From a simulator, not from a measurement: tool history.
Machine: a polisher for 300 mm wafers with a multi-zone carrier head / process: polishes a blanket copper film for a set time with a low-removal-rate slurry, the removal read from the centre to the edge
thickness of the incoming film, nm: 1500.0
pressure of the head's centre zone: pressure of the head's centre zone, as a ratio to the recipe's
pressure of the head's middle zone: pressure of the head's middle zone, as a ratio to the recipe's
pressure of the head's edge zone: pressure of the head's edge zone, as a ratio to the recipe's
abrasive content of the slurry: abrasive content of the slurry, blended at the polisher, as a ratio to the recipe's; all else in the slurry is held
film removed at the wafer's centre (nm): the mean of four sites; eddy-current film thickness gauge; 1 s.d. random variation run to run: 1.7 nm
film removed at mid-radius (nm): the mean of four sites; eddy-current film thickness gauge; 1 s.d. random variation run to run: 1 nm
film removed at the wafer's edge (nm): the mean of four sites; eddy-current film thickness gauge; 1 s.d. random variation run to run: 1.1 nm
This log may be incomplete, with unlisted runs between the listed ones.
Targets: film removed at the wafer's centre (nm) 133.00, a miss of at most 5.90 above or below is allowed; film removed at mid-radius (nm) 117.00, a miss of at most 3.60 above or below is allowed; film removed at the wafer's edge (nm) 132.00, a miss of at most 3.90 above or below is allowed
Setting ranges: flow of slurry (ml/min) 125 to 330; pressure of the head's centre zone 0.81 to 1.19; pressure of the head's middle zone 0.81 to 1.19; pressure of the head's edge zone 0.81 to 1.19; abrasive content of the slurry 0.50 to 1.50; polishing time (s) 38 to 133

run,hour,flow of slurry (ml/min),pressure of the head's centre zone,pressure of the head's middle zone,pressure of the head's edge zone,abrasive content of the slurry,polishing time (s),film removed at the wafer's centre (nm),film removed at mid-radius (nm),film removed at the wafer's edge (nm)
1,0.0,210,1.00,1.00,1.00,1.00,85,154.77,157.94,150.17
2,2.4,210,1.00,1.00,1.00,1.10,85,160.14,162.04,155.92
3,10.7,210,1.03,1.00,1.00,1.10,85,162.88,164.42,154.44
4,12.2,210,1.03,1.00,1.00,1.30,85,172.79,172.24,164.21
5,16.2,205,1.02,0.97,1.00,1.20,84,162.36,162.16,155.65
6,23.0,205,1.02,0.97,0.96,1.20,84,157.11,162.20,154.25
7,25.8,200,1.02,0.94,0.98,1.10,84,155.35,153.40,151.80
8,33.9,195,1.02,0.92,0.98,1.00,84,152.80,148.10,144.86
9,37.6,190,1.01,0.90,1.01,0.95,84,146.76,144.40,145.66
10,44.1,195,1.02,0.89,1.04,0.90,83,144.43,139.52,146.58
11,50.2,195,1.02,0.89,1.04,0.90,83,144.61,137.52,145.13
12,58.1,195,1.02,0.88,1.04,0.85,83,143.10,136.45,143.98
13,63.0,195,1.03,0.87,1.05,0.80,83,143.14,134.24,138.92
14,66.0,190,1.03,0.86,1.07,0.75,83,141.22,127.92,138.76
15,74.0,185,1.03,0.85,1.07,0.75,83,137.21,126.71,136.43
16,77.3,180,1.03,0.84,1.08,0.75,83,134.77,124.18,137.58
17,85.3,175,1.04,0.84,1.08,0.75,83,137.19,124.17,138.03
18,88.1,170,1.04,0.84,1.08,0.75,83,139.47,123.65,135.40
19,90.1,145,1.01,0.81,1.09,0.70,83,123.06,113.74,130.04
20,96.4,150,1.02,0.81,1.09,0.70,83,125.29,114.66,131.45

Below are 4 possible settings for the next run. Only one of them brings all results inside the allowed miss of their targets. Which is it?
A,102.7,150,0.93,0.86,1.00,0.70,88,?,?,?
B,102.7,135,0.96,0.81,1.12,0.75,84,?,?,?
C,102.7,155,0.97,0.81,1.14,0.60,88,?,?,?
D,102.7,200,1.08,0.84,1.12,1.05,69,?,?,?

move,film removed at the wafer's centre (nm),film removed at mid-radius (nm),film removed at the wafer's edge (nm)
A,122.76,126.20,131.22
B,120.27,116.20,133.22
C,122.19,116.33,133.33
D,135.44,117.31,128.95
A: the biggest miss grows against the last run
B: the biggest miss grows against the last run
C: the biggest miss grows against the last run
D: every result lands within tolerance
Answer: D
